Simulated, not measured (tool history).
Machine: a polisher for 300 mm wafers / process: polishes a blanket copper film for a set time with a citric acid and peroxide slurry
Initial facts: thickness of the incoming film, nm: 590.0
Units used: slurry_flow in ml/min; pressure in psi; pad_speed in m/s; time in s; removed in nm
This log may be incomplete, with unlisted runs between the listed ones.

run,hour,slurry_flow,pressure,pad_speed,slurry_solids,time,removed
1,0,280,3.1,1.06,1,30,62.221
2,3.4,280,3.1,1.3,1,30,77.248
3,4.8,280,3.8,1.3,1,30,92.315
4,6.9,280,3.8,1.3,1,30,92.871
5,13.8,280,3.8,1.3,1,26,80.206
6,19.7,275,3.1,1.12,0.95,26,55.932

What does the tool deliver on the next run?
7,22.8,270,2.6,1.02,0.95,26,?

{"run 7": {"removed": 43.592}}
